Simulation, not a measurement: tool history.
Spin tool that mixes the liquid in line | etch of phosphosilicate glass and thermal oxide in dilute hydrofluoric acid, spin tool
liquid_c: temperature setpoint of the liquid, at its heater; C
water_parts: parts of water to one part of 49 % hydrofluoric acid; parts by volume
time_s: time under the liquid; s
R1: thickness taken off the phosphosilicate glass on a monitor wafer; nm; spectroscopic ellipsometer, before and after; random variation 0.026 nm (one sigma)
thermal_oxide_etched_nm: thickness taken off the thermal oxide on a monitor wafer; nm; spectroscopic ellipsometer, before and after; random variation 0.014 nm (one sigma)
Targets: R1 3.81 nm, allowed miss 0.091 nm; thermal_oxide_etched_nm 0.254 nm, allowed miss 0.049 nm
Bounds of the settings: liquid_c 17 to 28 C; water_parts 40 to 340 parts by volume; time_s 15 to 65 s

Run 1, hour 0: liquid_c 20 C, water_parts 190 parts by volume, time_s 35 s. Result: R1 8.8664 nm, thermal_oxide_etched_nm 0.58646 nm.
Run 2, hour 7.8: liquid_c 20 C, water_parts 190 parts by volume, time_s 30 s. Result: R1 7.5768 nm, thermal_oxide_etched_nm 0.49174 nm.
Run 3, hour 10.5: liquid_c 19 C, water_parts 215 parts by volume, time_s 30 s. Result: R1 6.345 nm, thermal_oxide_etched_nm 0.40234 nm.
Run 4, hour 11.6: liquid_c 18.5 C, water_parts 235 parts by volume, time_s 30 s. Result: R1 5.5194 nm, thermal_oxide_etched_nm 0.35636 nm.
Run 5, hour 18.6: liquid_c 18.5 C, water_parts 280 parts by volume, time_s 30 s. Result: R1 4.4131 nm, thermal_oxide_etched_nm 0.28933 nm.
Run 6, hour 20.9: liquid_c 18.5 C, water_parts 280 parts by volume, time_s 40 s. Result: R1 5.8351 nm, thermal_oxide_etched_nm 0.40564 nm.
Run 7, hour 24.8: liquid_c 18 C, water_parts 295 parts by volume, time_s 40 s. Result: R1 5.3937 nm, thermal_oxide_etched_nm 0.33755 nm.
At hour 27.6: hydrofluoric acid flow meter replaced.
Run 8, hour 27.6: liquid_c 18 C, water_parts 310 parts by volume, time_s 40 s. Result: R1 5.783 nm, thermal_oxide_etched_nm 0.42734 nm.
Run 9, hour 34.1: liquid_c 17.5 C, water_parts 315 parts by volume, time_s 40 s. Result: R1 5.5036 nm, thermal_oxide_etched_nm 0.39121 nm.
Run 10, hour 35.8: liquid_c 17.5 C, water_parts 320 parts by volume, time_s 40 s. Result: R1 5.501 nm, thermal_oxide_etched_nm 0.34715 nm.
Run 11, hour 41: liquid_c 18 C, water_parts 325 parts by volume, time_s 35 s. Result: R1 4.7568 nm, thermal_oxide_etched_nm 0.31128 nm.
Run 12, hour 49.3: liquid_c 17.5 C, water_parts 330 parts by volume, time_s 35 s. Result: R1 4.5817 nm, thermal_oxide_etched_nm 0.31791 nm.
Run 13, hour 53.5: liquid_c 17.5 C, water_parts 330 parts by volume, time_s 35 s. Result: R1 4.5443 nm, thermal_oxide_etched_nm 0.34424 nm.
Run 14, hour 58.9: liquid_c 18 C, water_parts 335 parts by volume, time_s 35 s. Result: R1 4.5574 nm, thermal_oxide_etched_nm 0.31237 nm.

4 next moves are on the table. One of them brings every result within its allowed miss. Which?
Run A, hour 64.3: liquid_c 23 C, water_parts 260 parts by volume, time_s 25 s. Result: R1 ?, thermal_oxide_etched_nm ?.
Run B, hour 64.3: liquid_c 24.5 C, water_parts 225 parts by volume, time_s 15 s. Result: R1 ?, thermal_oxide_etched_nm ?.
Run C, hour 64.3: liquid_c 17 C, water_parts 330 parts by volume, time_s 30 s. Result: R1 ?, thermal_oxide_etched_nm ?.
Run D, hour 64.3: liquid_c 21.5 C, water_parts 315 parts by volume, time_s 25 s. Result: R1 ?, thermal_oxide_etched_nm ?.

move      R1  thermal_oxide_etched_nm
   A  5.3728                  0.36791
   B  4.0756                  0.27908
   C   3.829                   0.2622
   D  3.9894                  0.27318
A: further off than the last run
B: nearer than the last run, and not there yet
C: meets every target
D: nearer than the last run, and not there yet
Answer: C
